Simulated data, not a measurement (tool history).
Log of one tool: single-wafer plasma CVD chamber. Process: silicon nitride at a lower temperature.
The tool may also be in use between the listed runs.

run    day  heater temperature setpoint (deg C)  chamber pressure (Pa)  RF power (kW)  deposition time (s)  mean film thickness on the monitor wafer (angstrom)
  1  0.000                                  360                    157          0.390                 14.0                                               192.93
  2  0.050                                  367                    157          0.390                 14.0                                               193.58
  3  0.388                                  367                    169          0.390                 14.0                                               197.19
  4  0.625                                  358                    169          0.390                 14.0                                               198.48
  5  0.812                                  358                    160          0.385                 14.0                                               193.87
  6  1.167                                  358                    152          0.380                 14.0                                               190.54
  7  1.250                                  358                    145          0.375                 14.0                                               185.86

Run 8, settings as shown, results not yet in. Your forecast:
  8  1.442                                  358                    140          0.375                 14.0                                                    ?

Run 8 produced mean film thickness on the monitor wafer (angstrom) 184.02.

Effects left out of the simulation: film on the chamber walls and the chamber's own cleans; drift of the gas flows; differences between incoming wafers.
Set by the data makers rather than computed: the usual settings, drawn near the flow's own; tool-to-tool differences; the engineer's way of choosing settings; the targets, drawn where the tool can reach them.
